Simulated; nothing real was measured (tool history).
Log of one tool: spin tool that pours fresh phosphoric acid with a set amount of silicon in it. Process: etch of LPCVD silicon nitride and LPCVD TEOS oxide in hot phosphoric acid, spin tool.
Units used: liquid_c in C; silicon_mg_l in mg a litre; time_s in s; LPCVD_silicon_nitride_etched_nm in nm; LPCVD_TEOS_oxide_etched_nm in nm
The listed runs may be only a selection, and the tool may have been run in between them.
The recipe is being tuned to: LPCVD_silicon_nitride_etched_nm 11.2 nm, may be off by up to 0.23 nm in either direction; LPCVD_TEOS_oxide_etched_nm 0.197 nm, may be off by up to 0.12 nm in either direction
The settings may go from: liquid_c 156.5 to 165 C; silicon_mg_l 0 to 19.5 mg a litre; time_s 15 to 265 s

run	hour	liquid_c	silicon_mg_l	time_s	LPCVD_silicon_nitride_etched_nm	LPCVD_TEOS_oxide_etched_nm
1	0	160	8.5	135	13.151	0.17733
2	2.8	160	8.5	165	16.065	0.22974
3	7	160	8.5	210	20.503	0.27678
4	12.8	160	8.5	255	24.841	0.41761
5	18.4	158.5	8.5	255	23.516	0.3717
6	25.4	158	7	225	20.488	0.35033
7	30.3	157.5	7.5	200	17.872	0.39766
8	36.4	157.5	9	175	15.602	0.22551
9	41.3	157.5	8.5	160	14.306	0.24516
10	47.6	157.5	8.5	150	13.456	0.21958
11	48.6	157.5	8.5	145	12.869	0.22296
12	55.8	157.5	8.5	140	12.559	0.1561
# hour 58.9: dissolved silicon flow meter replaced
13	58.9	157.5	7	135	12.065	0.11457
14	63.4	157.5	8	130	11.587	0.20084

Consider the 5 candidate settings below. Which is the only one whose results all fall within their allowed miss of target?
A	67.9	156.5	10.5	135	?	?
B	67.9	158	4	130	?	?
C	67.9	157	9.5	135	?	?
D	67.9	162	1.5	115	?	?
E	67.9	156.5	11.5	130	?	?

move	LPCVD_silicon_nitride_etched_nm	LPCVD_TEOS_oxide_etched_nm
A	11.6	0.1813
B	11.755	0.22393
C	11.799	0.19248
D	11.894	0.27949
E	11.17	0.17066
A: neither nearer nor further off than the last run
B: moves away from the targets compared with the last run
C: moves away from the targets compared with the last run
D: moves away from the targets compared with the last run
E: each result inside its tolerance
E meets every target.
